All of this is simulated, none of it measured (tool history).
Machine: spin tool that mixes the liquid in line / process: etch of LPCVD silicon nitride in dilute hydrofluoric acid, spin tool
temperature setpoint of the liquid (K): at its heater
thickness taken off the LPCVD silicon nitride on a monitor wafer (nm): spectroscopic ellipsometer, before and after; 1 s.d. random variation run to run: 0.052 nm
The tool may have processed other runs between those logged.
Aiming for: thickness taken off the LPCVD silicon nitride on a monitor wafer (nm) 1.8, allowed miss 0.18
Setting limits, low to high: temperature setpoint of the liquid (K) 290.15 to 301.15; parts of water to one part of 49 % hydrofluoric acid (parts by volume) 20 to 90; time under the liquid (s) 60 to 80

run,hour,temperature setpoint of the liquid (K),parts of water to one part of 49 % hydrofluoric acid (parts by volume),time under the liquid (s),thickness taken off the LPCVD silicon nitride on a monitor wafer (nm)
1,0,293.15,50,80,0.58963
2,5.2,296.15,50,80,0.77164
3,8.4,297.65,45,80,0.91453
4,14.5,295.65,45,80,0.76022
5,15.9,295.65,45,80,0.81931
6,19.5,296.65,40,80,0.96845
7,21,297.65,35,80,1.1667
8,21.9,298.65,35,80,1.2871
9,24.5,298.65,35,80,1.2741
10,25.4,301.15,25,80,2.1047
11,27.6,300.65,25,80,2.0451

Consider the 5 candidate settings below. Which is the only one whose results all fall within their allowed miss of target?
A,29.8,298.65,20,80,?
B,29.8,301.15,20,75,?
C,29.8,300.65,20,60,?
D,29.8,300.65,20,75,?
E,29.8,301.15,20,80,?

move,thickness taken off the LPCVD silicon nitride on a monitor wafer (nm)
A,2.1579
B,2.3896
C,1.8495
D,2.3119
E,2.5489
A: misses by more than the last run did
B: misses by more than the last run did
C: all results in spec
D: misses by more than the last run did
E: misses by more than the last run did
C meets every target.
